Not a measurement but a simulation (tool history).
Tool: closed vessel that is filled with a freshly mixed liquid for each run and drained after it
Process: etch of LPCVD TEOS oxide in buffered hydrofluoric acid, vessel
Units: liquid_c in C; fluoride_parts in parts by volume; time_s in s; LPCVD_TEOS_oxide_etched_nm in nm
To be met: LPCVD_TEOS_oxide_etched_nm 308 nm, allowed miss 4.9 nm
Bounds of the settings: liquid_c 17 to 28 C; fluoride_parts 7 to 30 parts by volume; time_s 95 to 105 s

| run | hour | liquid_c | fluoride_parts | time_s | LPCVD_TEOS_oxide_etched_nm |
|---|---|---|---|---|---|
| 1 | 0 | 20 | 20 | 95 | 112.24 |
| 2 | 4.9 | 22 | 17 | 95 | 142.14 |
| 3 | 6 | 22 | 17 | 95 | 140.61 |
| 4 | 12.6 | 19 | 17 | 95 | 119.69 |
| 5 | 19.1 | 21 | 14.5 | 95 | 156.69 |
| 6 | 27.1 | 22.5 | 13 | 95 | 191.33 |
| 7 | 28.6 | 24 | 12.5 | 95 | 214 |
| 8 | 29.3 | 25 | 12 | 95 | 236.69 |
| 9 | 34.4 | 25.5 | 11.5 | 95 | 252.11 |
| 10 | 40.6 | 26 | 11.5 | 95 | 259.68 |
| 11 | 42.8 | 26.5 | 11.5 | 95 | 263.05 |
| 12 | 51.7 | 27 | 11 | 95 | 286.82 |
| 13 | 57.7 | 27.5 | 11 | 95 | 293.21 |
| 14 | 62.3 | 28 | 11 | 95 | 301.64 |
| 15 | 69.7 | 28 | 10.5 | 95 | 315 |

Which of these 5 next moves meets every target?
| A | 77.1 | 27 | 9.5 | 95 | ? |
| B | 77.1 | 25.5 | 8.5 | 95 | ? |
| C | 77.1 | 27.5 | 10 | 95 | ? |
| D | 77.1 | 25.5 | 9 | 95 | ? |
| E | 77.1 | 27.5 | 11 | 100 | ? |

| move | LPCVD_TEOS_oxide_etched_nm |
|---|---|
| A | 327.18 |
| B | 331.26 |
| C | 319.67 |
| D | 318.15 |
| E | 306.59 |
A: further off than the last run
B: further off than the last run
C: further off than the last run
D: further off than the last run
E: meets every target
Answer: E

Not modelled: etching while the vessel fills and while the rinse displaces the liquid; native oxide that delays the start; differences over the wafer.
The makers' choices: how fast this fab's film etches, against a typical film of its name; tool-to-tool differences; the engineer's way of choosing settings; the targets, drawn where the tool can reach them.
